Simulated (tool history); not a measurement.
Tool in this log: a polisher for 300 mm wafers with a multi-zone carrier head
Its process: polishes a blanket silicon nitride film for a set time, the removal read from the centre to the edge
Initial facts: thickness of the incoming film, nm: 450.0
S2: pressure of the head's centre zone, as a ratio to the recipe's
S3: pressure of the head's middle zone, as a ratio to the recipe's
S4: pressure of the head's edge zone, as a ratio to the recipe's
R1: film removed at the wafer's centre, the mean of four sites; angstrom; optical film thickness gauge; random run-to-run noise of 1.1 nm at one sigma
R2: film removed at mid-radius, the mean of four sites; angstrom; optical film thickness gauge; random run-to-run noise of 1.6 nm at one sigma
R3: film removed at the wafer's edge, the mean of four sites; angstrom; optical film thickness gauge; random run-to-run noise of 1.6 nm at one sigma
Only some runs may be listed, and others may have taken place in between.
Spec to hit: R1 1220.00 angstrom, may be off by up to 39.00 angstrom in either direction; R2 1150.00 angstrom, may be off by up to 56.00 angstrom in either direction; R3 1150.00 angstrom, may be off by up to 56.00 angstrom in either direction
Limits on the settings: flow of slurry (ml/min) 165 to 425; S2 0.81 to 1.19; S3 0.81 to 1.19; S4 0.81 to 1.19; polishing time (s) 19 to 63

{"run": 1, "hour": 0.0, "flow of slurry (ml/min)": 275, "S2": 1.0, "S3": 1.0, "S4": 1.0, "polishing time (s)": 41, "R1": 859.48, "R2": 858.28, "R3": 835.48}
{"run": 2, "hour": 6.7, "flow of slurry (ml/min)": 275, "S2": 1.0, "S3": 1.07, "S4": 1.0, "polishing time (s)": 41, "R1": 874.31, "R2": 899.72, "R3": 884.85}
{"run": 3, "hour": 13.7, "flow of slurry (ml/min)": 275, "S2": 0.96, "S3": 1.07, "S4": 1.0, "polishing time (s)": 41, "R1": 854.66, "R2": 903.61, "R3": 858.25}
{"run": 4, "hour": 22.1, "flow of slurry (ml/min)": 275, "S2": 0.96, "S3": 0.99, "S4": 1.0, "polishing time (s)": 41, "R1": 834.65, "R2": 863.24, "R3": 841.59}
{"run": 5, "hour": 25.9, "flow of slurry (ml/min)": 280, "S2": 0.99, "S3": 1.02, "S4": 1.01, "polishing time (s)": 43, "R1": 897.68, "R2": 912.8, "R3": 928.47}
{"run": 6, "hour": 30.9, "flow of slurry (ml/min)": 280, "S2": 0.99, "S3": 1.08, "S4": 1.01, "polishing time (s)": 43, "R1": 911.38, "R2": 966.31, "R3": 914.88}
{"run": 7, "hour": 34.9, "flow of slurry (ml/min)": 285, "S2": 1.03, "S3": 1.09, "S4": 1.02, "polishing time (s)": 44, "R1": 960.28, "R2": 1007.7, "R3": 943.84}
{"run": 8, "hour": 40.5, "flow of slurry (ml/min)": 280, "S2": 1.06, "S3": 1.07, "S4": 1.03, "polishing time (s)": 46, "R1": 1028.3, "R2": 1038.1, "R3": 982.8}

Exactly one of the 4 candidate moves below puts every result within its allowed miss. Which one?
{"run": "A", "hour": 46.1, "flow of slurry (ml/min)": 255, "S2": 0.88, "S3": 1.0, "S4": 1.19, "polishing time (s)": 52, "R1": "?", "R2": "?", "R3": "?"}
{"run": "B", "hour": 46.1, "flow of slurry (ml/min)": 275, "S2": 1.15, "S3": 0.99, "S4": 0.98, "polishing time (s)": 49, "R1": "?", "R2": "?", "R3": "?"}
{"run": "C", "hour": 46.1, "flow of slurry (ml/min)": 270, "S2": 1.02, "S3": 1.14, "S4": 1.07, "polishing time (s)": 51, "R1": "?", "R2": "?", "R3": "?"}
{"run": "D", "hour": 46.1, "flow of slurry (ml/min)": 210, "S2": 1.13, "S3": 1.04, "S4": 1.06, "polishing time (s)": 55, "R1": "?", "R2": "?", "R3": "?"}

move=A R1=975.15 R2=1066.00 R3=1184.70
move=B R1=1124.10 R2=1004.50 R3=1024.40
move=C R1=1070.40 R2=1176.90 R3=1106.80
move=D R1=1195.60 R2=1132.80 R3=1159.30
A: further off than the last run
B: closer than the last run, but not yet in spec
C: closer than the last run, but not yet in spec
D: in spec on every target
D meets every target.

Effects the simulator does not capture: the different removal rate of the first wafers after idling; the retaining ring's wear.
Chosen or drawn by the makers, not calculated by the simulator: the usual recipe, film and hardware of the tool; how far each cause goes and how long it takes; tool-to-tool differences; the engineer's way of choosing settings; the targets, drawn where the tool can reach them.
